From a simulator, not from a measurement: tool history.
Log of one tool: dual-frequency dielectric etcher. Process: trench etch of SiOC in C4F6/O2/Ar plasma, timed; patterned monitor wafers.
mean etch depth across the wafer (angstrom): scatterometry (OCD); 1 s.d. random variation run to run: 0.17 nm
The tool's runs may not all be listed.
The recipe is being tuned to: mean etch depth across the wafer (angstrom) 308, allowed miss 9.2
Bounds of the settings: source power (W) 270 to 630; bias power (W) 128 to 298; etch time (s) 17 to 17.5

run  hour  source power (W)  bias power (W)  etch time (s)  mean etch depth across the wafer (angstrom)
  1     0               450             213             17                                       404.31
  2     3               450             180             17                                       370.55
  3   4.4               450             203             17                                       393.68
  4   5.3               420             193             17                                        371.8
  5   6.2               420             170             17                                       347.06
  6   7.5               420             170           17.5                                       357.14
  7  12.4               400             168           17.5                                       343.96
  8  20.6               390             167           17.5                                       339.65
  9  23.8               380             166           17.5                                       332.35
 10  29.8               370             165           17.5                                       327.74
 11  37.6               360             164           17.5                                       321.39

Which one of the following 5 next-run settings gets every result inside its allowed miss? There is exactly one.
  A  45.4               360             149             17                                            ?
  B  45.4               340             173             17                                            ?
  C  45.4               340             174           17.5                                            ?
  D  45.4               340             157             17                                            ?
  E  45.4               340             155             17                                            ?

move  mean etch depth across the wafer (angstrom)
   A                                       292.56
   B                                       309.51
   C                                       319.67
   D                                       292.31
   E                                       290.05
A: moves the result that the last run missed by most past its target, out the other side
B: all results land within tolerance of their targets
C: an improvement on the last run, though not all results are within tolerance
D: moves the result that the last run missed by most past its target, out the other side
E: moves the result that the last run missed by most past its target, out the other side
Move B is the one to make.

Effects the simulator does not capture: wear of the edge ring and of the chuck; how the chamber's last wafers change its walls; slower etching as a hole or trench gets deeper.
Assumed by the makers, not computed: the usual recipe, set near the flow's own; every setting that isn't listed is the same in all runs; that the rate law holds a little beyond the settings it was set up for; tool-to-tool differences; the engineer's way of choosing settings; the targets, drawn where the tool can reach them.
